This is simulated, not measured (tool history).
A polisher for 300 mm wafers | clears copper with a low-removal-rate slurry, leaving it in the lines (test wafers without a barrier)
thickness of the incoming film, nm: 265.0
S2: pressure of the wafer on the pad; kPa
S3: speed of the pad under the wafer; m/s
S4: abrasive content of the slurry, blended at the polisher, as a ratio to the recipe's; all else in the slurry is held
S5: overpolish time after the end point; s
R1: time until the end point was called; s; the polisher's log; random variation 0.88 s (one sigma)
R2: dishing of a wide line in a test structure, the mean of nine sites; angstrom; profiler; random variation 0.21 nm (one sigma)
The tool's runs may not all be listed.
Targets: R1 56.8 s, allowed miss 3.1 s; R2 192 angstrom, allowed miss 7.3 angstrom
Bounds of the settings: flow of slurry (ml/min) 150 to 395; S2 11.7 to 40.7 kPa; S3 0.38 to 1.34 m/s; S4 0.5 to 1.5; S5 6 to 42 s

run 1 day=0 | flow_of_slurry_(ml/min)=250 S2=26.2 S3=0.86 S4=1 S5=21 | R1=72.309 R2=402.88
run 2 day=0.083 | flow_of_slurry_(ml/min)=250 S2=28.3 S3=0.86 S4=1 S5=21 | R1=67.596 R2=426.97
run 3 day=0.146 | flow_of_slurry_(ml/min)=250 S2=25.5 S3=0.86 S4=1 S5=21 | R1=74.548 R2=397.19
run 4 day=0.442 | flow_of_slurry_(ml/min)=250 S2=25.5 S3=0.86 S4=1 S5=15 | R1=75.546 R2=318.08
run 5 day=0.529 | flow_of_slurry_(ml/min)=250 S2=20.7 S3=0.86 S4=1 S5=15 | R1=93.766 R2=268.69
run 6 day=0.783 | flow_of_slurry_(ml/min)=265 S2=19.3 S3=0.94 S4=1.1 S5=14 | R1=87.507 R2=266.07
run 7 day=1.15 | flow_of_slurry_(ml/min)=335 S2=12.4 S3=1.18 S4=1.35 S5=6 | R1=103.35 R2=115.29
run 8 day=1.267 | flow_of_slurry_(ml/min)=325 S2=13.8 S3=1.2 S4=1.35 S5=6 | R1=90.027 R2=126.97
run 9 day=1.617 | flow_of_slurry_(ml/min)=325 S2=20.7 S3=1.2 S4=1.35 S5=10 | R1=61.139 R2=271.53
-- day=1.858 head pressure recalibrated
run 10 day=1.858 | flow_of_slurry_(ml/min)=335 S2=20 S3=1.22 S4=1.35 S5=9 | R1=59.269 R2=256.74
run 11 day=2.171 | flow_of_slurry_(ml/min)=345 S2=19.3 S3=1.24 S4=1.35 S5=9 | R1=58.932 R2=254.99
run 12 day=2.492 | flow_of_slurry_(ml/min)=340 S2=19.3 S3=1.26 S4=1.35 S5=9 | R1=57.911 R2=257.57
run 13 day=2.717 | flow_of_slurry_(ml/min)=350 S2=18.6 S3=1.28 S4=1.35 S5=9 | R1=60.264 R2=255.57
run 14 day=2.883 | flow_of_slurry_(ml/min)=330 S2=18.6 S3=1.28 S4=1.35 S5=9 | R1=60.852 R2=253.66
run 15 day=3.258 | flow_of_slurry_(ml/min)=340 S2=18.6 S3=1.28 S4=1.35 S5=9 | R1=58.313 R2=249.08
run 16 day=3.592 | flow_of_slurry_(ml/min)=350 S2=18.6 S3=1.28 S4=1.35 S5=9 | R1=60.435 R2=259.15
run 17 day=3.796 | flow_of_slurry_(ml/min)=350 S2=18.6 S3=1.28 S4=1.35 S5=9 | R1=60.567 R2=257.55
run 18 day=3.892 | flow_of_slurry_(ml/min)=330 S2=18.6 S3=1.28 S4=1.35 S5=9 | R1=60.287 R2=255.42
run 19 day=4.083 | flow_of_slurry_(ml/min)=340 S2=18.6 S3=1.28 S4=1.35 S5=9 | R1=58.937 R2=256.41
run 20 day=4.383 | flow_of_slurry_(ml/min)=310 S2=18.6 S3=1.28 S4=1.35 S5=9 | R1=60.104 R2=250.95
run 21 day=4.708 | flow_of_slurry_(ml/min)=305 S2=18.6 S3=1.28 S4=1.35 S5=9 | R1=59.518 R2=257.24
run 22 day=4.854 | flow_of_slurry_(ml/min)=320 S2=18.6 S3=1.28 S4=1.35 S5=9 | R1=60.71 R2=256.33
run 23 day=5.083 | flow_of_slurry_(ml/min)=330 S2=18.6 S3=1.28 S4=1.35 S5=9 | R1=60.866 R2=257.39
run 24 day=5.117 | flow_of_slurry_(ml/min)=340 S2=18.6 S3=1.28 S4=1.35 S5=9 | R1=59.596 R2=252.96
run 25 day=5.362 | flow_of_slurry_(ml/min)=395 S2=11.7 S3=1.34 S4=1.5 S5=6 | R1=82.748 R2=131.05
run 26 day=5.5 | flow_of_slurry_(ml/min)=395 S2=12.4 S3=1.34 S4=1.5 S5=6 | R1=80.859 R2=137.98
run 27 day=5.525 | flow_of_slurry_(ml/min)=395 S2=13.1 S3=1.34 S4=1.5 S5=6 | R1=77.367 R2=144.12

Which of these 4 next moves meets every target?
run A day=5.55 | flow_of_slurry_(ml/min)=385 S2=21.4 S3=1.34 S4=1.45 S5=6 | R1=? R2=?
run B day=5.55 | flow_of_slurry_(ml/min)=390 S2=15.9 S3=1.34 S4=1.4 S5=7 | R1=? R2=?
run C day=5.55 | flow_of_slurry_(ml/min)=395 S2=19.3 S3=1.28 S4=1.5 S5=6 | R1=? R2=?
run D day=5.55 | flow_of_slurry_(ml/min)=395 S2=17.2 S3=1.26 S4=1.45 S5=6 | R1=? R2=?

move=A R1=49.013 R2=217.05
move=B R1=65.664 R2=192
move=C R1=56.034 R2=193.67
move=D R1=63.887 R2=172.78
A: takes the result that was furthest off past its target
B: nearer than the last run, and not there yet
C: meets every target
D: nearer than the last run, and not there yet
Move C is the one to make.
